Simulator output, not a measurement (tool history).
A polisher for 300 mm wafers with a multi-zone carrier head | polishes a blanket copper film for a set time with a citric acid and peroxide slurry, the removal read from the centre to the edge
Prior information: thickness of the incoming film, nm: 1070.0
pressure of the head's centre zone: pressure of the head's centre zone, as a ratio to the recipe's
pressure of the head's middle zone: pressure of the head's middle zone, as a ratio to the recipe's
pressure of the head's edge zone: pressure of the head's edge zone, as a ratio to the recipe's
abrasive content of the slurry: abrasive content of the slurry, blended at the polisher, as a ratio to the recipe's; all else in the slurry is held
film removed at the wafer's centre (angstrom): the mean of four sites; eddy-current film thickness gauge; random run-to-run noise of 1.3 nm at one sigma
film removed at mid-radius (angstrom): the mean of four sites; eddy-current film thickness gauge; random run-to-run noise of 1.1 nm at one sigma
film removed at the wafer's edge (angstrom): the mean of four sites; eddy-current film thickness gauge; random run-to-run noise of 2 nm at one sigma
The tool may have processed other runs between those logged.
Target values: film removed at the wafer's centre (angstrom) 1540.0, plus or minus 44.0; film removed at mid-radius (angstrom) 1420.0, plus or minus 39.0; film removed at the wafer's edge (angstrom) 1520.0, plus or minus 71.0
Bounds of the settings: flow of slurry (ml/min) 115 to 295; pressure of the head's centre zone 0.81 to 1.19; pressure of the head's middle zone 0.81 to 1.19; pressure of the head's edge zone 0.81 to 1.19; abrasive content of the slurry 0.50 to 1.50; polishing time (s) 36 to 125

run,hour,flow of slurry (ml/min),pressure of the head's centre zone,pressure of the head's middle zone,pressure of the head's edge zone,abrasive content of the slurry,polishing time (s),film removed at the wafer's centre (angstrom),film removed at mid-radius (angstrom),film removed at the wafer's edge (angstrom)
1,0.0,190,1.00,1.00,1.00,1.00,80,1141.5,1141.3,1068.5
2,6.3,190,1.01,0.99,1.03,1.10,82,1186.2,1189.0,1138.6
3,9.4,190,1.01,0.99,1.09,1.10,82,1208.4,1198.6,1170.2
4,13.1,210,1.01,0.99,1.09,1.10,82,1233.0,1202.2,1176.7
5,15.1,210,1.01,0.99,1.09,1.20,82,1240.1,1229.4,1209.2
6,20.4,210,1.02,0.98,1.11,1.25,84,1303.3,1257.2,1261.3
7,22.7,210,1.02,0.98,1.12,1.30,85,1331.8,1275.0,1264.5
# hour 30.9: edge zone pressure recalibrated
8,30.9,220,1.01,0.97,1.13,1.35,87,1352.9,1292.5,1405.2

Which of these 4 next moves meets every target?
A,39.1,155,0.93,1.05,1.16,1.45,90,?,?,?
B,39.1,230,0.88,0.94,1.16,1.50,101,?,?,?
C,39.1,140,1.02,0.98,1.17,1.25,107,?,?,?
D,39.1,285,1.04,0.97,1.13,1.35,92,?,?,?

move,film removed at the wafer's centre (angstrom),film removed at mid-radius (angstrom),film removed at the wafer's edge (angstrom)
A,1242.2,1401.0,1443.7
B,1423.0,1535.5,1710.7
C,1533.4,1490.5,1647.4
D,1541.5,1437.6,1530.4
A: moves away from the targets compared with the last run
B: better than the last run, though not everything is in spec
C: brings the result that was furthest off to its target, and leaves another outside
D: each result inside its tolerance
The move that meets every target is D.
